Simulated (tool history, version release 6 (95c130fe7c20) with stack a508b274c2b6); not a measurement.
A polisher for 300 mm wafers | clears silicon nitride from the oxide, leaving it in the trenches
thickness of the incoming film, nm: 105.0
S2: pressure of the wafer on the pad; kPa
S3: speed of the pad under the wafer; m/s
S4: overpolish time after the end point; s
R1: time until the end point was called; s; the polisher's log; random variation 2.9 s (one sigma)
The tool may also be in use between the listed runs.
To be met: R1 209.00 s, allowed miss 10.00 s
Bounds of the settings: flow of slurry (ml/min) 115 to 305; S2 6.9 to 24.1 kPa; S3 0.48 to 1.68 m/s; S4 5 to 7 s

run 1 hour=0.0 | flow_of_slurry_(ml/min)=195 S2=15.2 S3=1.08 S4=7 | R1=134.57
run 2 hour=2.7 | flow_of_slurry_(ml/min)=195 S2=14.5 S3=1.08 S4=7 | R1=139.16
run 3 hour=5.1 | flow_of_slurry_(ml/min)=195 S2=14.5 S3=0.88 S4=7 | R1=169.47
run 4 hour=11.8 | flow_of_slurry_(ml/min)=245 S2=14.5 S3=0.88 S4=7 | R1=167.06
run 5 hour=16.3 | flow_of_slurry_(ml/min)=245 S2=17.9 S3=0.88 S4=7 | R1=139.24
run 6 hour=17.9 | flow_of_slurry_(ml/min)=285 S2=17.9 S3=0.88 S4=7 | R1=135.51
run 7 hour=18.5 | flow_of_slurry_(ml/min)=285 S2=16.5 S3=0.88 S4=7 | R1=143.90
run 8 hour=20.9 | flow_of_slurry_(ml/min)=285 S2=15.9 S3=0.88 S4=7 | R1=150.34
run 9 hour=24.2 | flow_of_slurry_(ml/min)=285 S2=15.2 S3=0.88 S4=7 | R1=155.17
run 10 hour=27.7 | flow_of_slurry_(ml/min)=285 S2=14.5 S3=0.88 S4=7 | R1=162.73
run 11 hour=34.8 | flow_of_slurry_(ml/min)=285 S2=13.8 S3=0.88 S4=7 | R1=170.92
run 12 hour=42.6 | flow_of_slurry_(ml/min)=280 S2=10.3 S3=0.86 S4=7 | R1=228.27

Which of these 5 next moves meets every target?
run A hour=50.4 | flow_of_slurry_(ml/min)=255 S2=9.7 S3=0.84 S4=7 | R1=?
run B hour=50.4 | flow_of_slurry_(ml/min)=240 S2=11.7 S3=0.82 S4=7 | R1=?
run C hour=50.4 | flow_of_slurry_(ml/min)=260 S2=9.7 S3=0.86 S4=5 | R1=?
run D hour=50.4 | flow_of_slurry_(ml/min)=305 S2=11.0 S3=0.72 S4=5 | R1=?
run E hour=50.4 | flow_of_slurry_(ml/min)=285 S2=11.7 S3=0.66 S4=7 | R1=?

move=A R1=249.24
move=B R1=217.44
move=C R1=243.31
move=D R1=252.17
move=E R1=260.90
A: further off than the last run
B: meets every target
C: further off than the last run
D: further off than the last run
E: further off than the last run
Move B is the one to make.
